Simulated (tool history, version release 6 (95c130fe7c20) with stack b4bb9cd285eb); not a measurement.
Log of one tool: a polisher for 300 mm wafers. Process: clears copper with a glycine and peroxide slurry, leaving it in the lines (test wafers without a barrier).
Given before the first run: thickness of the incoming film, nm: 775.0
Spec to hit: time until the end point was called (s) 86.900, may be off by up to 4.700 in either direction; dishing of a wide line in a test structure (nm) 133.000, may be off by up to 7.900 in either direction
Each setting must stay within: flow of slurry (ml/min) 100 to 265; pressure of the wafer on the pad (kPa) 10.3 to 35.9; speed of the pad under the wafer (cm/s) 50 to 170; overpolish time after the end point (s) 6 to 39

run  hour  flow of slurry (ml/min)  pressure of the wafer on the pad (kPa)  speed of the pad under the wafer (cm/s)  overpolish time after the end point (s)  time until the end point was called (s)  dishing of a wide line in a test structure (nm)
  1   0.0                      170                                    22.8                                      110                                       20                                  136.900                                           69.811
  2   5.5                      170                                    22.8                                      132                                       20                                  117.340                                           76.755
  3  10.9                      170                                    25.5                                      132                                       22                                  104.360                                           90.119
  4  12.0                      170                                    26.9                                      132                                       24                                   98.803                                           99.519
  5  18.4                      170                                    26.9                                      158                                       24                                   84.993                                          108.760
  6  27.1                      170                                    26.9                                      156                                       26                                   87.182                                          117.370
  7  30.8                      170                                    26.9                                      156                                       27                                   86.406                                          117.000
  8  33.6                      170                                    26.9                                      156                                       27                                   84.372                                          117.780
  9  42.5                      170                                    26.9                                      154                                       29                                   86.416                                          122.980
 10  50.8                      170                                    26.9                                      154                                       30                                   85.567                                          122.500

Consider the 5 candidate settings below. Which is the only one whose results all fall within their allowed miss of target?
  A  59.1                      140                                    33.1                                      156                                       27                                        ?                                                ?
  B  59.1                      140                                    29.6                                      148                                       26                                        ?                                                ?
  C  59.1                      155                                    28.3                                      146                                       33                                        ?                                                ?
  D  59.1                      185                                    26.9                                      154                                       25                                        ?                                                ?
  E  59.1                      190                                    27.6                                      170                                       29                                        ?                                                ?

move  time until the end point was called (s)  dishing of a wide line in a test structure (nm)
   A                                   71.834                                          129.130
   B                                   83.441                                          114.160
   C                                   86.694                                          127.500
   D                                   84.128                                          109.430
   E                                   74.814                                          127.630
A: gets the furthest-off result to its target, but another result is out of tolerance
B: further off than the last run
C: in spec on every target
D: further off than the last run
E: gets the furthest-off result to its target, but another result is out of tolerance
Answer: C

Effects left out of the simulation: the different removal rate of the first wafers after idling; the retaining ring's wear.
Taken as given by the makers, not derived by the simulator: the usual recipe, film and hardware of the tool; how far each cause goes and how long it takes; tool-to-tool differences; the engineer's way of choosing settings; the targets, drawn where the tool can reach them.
